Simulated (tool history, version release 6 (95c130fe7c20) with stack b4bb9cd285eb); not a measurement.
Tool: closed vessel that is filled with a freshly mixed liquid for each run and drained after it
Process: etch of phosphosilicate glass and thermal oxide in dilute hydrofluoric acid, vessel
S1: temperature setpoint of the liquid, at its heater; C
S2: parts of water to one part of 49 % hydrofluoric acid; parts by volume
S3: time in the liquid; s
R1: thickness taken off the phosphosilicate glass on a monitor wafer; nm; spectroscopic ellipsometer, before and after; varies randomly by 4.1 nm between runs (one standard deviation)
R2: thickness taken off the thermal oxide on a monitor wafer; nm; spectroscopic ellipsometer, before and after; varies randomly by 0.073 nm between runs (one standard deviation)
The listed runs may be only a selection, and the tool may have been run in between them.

| run | hour | S1 | S2 | S3 | R1 | R2 |
|---|---|---|---|---|---|---|
| 1 | 0.0 | 26.0 | 75 | 60 | 181.14 | 4.0125 |
| 2 | 6.5 | 27.0 | 70 | 60 | 201.65 | 4.5236 |
| 3 | 12.2 | 27.5 | 65 | 60 | 223.47 | 4.9841 |
| 4 | 16.3 | 27.5 | 65 | 85 | 319.31 | 7.0914 |
| 5 | 19.7 | 28.0 | 60 | 85 | 351.83 | 7.8024 |
| 6 | 25.5 | 24.5 | 60 | 85 | 307.26 | 6.8370 |
| 7 | 31.5 | 25.5 | 55 | 85 | 353.65 | 7.8614 |
| 8 | 35.9 | 29.5 | 40 | 85 | 580.26 | 12.7780 |
| 9 | 41.4 | 30.0 | 40 | 85 | 590.86 | 13.2970 |
| 10 | 46.8 | 31.0 | 40 | 85 | 613.13 | 13.7720 |

Estimate the outcome of run 11 from the log above:
| 11 | 55.4 | 31.5 | 40 | 85 | ? | ? |

{"run 11": {"R1": 633.69, "R2": 13.87}}

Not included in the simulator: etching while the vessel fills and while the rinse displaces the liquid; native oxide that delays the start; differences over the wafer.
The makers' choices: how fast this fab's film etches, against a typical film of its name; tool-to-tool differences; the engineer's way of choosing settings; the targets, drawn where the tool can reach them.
